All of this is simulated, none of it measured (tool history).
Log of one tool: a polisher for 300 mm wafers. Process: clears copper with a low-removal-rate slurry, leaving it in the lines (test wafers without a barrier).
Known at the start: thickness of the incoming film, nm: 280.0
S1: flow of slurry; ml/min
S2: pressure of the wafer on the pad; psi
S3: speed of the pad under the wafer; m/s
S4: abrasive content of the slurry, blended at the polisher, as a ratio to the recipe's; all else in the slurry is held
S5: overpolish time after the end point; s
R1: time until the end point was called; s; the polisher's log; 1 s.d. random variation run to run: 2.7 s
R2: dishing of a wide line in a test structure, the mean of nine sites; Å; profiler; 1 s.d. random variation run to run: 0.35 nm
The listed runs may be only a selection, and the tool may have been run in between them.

run	hour	S1	S2	S3	S4	S5	R1	R2
1	0.0	155	2.2	1.16	1.0	28	116.200	396.89
2	8.1	155	2.5	1.16	1.0	28	104.080	432.57
3	13.9	155	2.5	1.16	1.0	35	103.820	530.26
4	16.9	185	2.5	1.16	1.0	35	104.160	529.20
5	18.5	185	2.5	1.30	1.0	35	95.254	592.00
6	26.1	185	2.5	1.30	1.0	27	93.476	460.75
7	28.8	190	1.9	1.28	1.0	20	113.150	291.39

For run 8, what comes out?
8	36.5	155	1.5	1.24	1.0	24	?	?

R1: 152.920 s
R2: 280.54 Å

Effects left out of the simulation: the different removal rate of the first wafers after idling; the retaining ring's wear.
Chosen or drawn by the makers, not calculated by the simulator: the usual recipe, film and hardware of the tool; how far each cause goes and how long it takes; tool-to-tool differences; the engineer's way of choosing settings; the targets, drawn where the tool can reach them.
